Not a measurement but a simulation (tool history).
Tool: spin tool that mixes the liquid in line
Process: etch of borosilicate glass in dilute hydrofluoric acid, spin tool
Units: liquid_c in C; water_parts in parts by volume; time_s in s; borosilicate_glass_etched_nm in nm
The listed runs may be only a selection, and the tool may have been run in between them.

{"run": 1, "day": 0.0, "liquid_c": 25, "water_parts": 180, "time_s": 230, "borosilicate_glass_etched_nm": 33.483}
{"run": 2, "day": 0.333, "liquid_c": 24, "water_parts": 185, "time_s": 230, "borosilicate_glass_etched_nm": 31.337}
{"run": 3, "day": 0.396, "liquid_c": 24, "water_parts": 185, "time_s": 230, "borosilicate_glass_etched_nm": 31.103}
{"run": 4, "day": 0.65, "liquid_c": 24, "water_parts": 185, "time_s": 245, "borosilicate_glass_etched_nm": 32.929}
{"run": 5, "day": 0.9, "liquid_c": 23, "water_parts": 190, "time_s": 245, "borosilicate_glass_etched_nm": 30.864}
{"run": 6, "day": 1.254, "liquid_c": 23, "water_parts": 215, "time_s": 245, "borosilicate_glass_etched_nm": 26.656}
{"run": 7, "day": 1.412, "liquid_c": 22.5, "water_parts": 215, "time_s": 245, "borosilicate_glass_etched_nm": 26.28}
{"run": 8, "day": 1.717, "liquid_c": 22, "water_parts": 215, "time_s": 245, "borosilicate_glass_etched_nm": 25.499}
{"run": 9, "day": 1.862, "liquid_c": 22, "water_parts": 215, "time_s": 245, "borosilicate_glass_etched_nm": 25.687}

What will run 10 give?
{"run": 10, "day": 2.1, "liquid_c": 21.5, "water_parts": 215, "time_s": 245, "borosilicate_glass_etched_nm": "?"}

borosilicate_glass_etched_nm: 25.156 nm
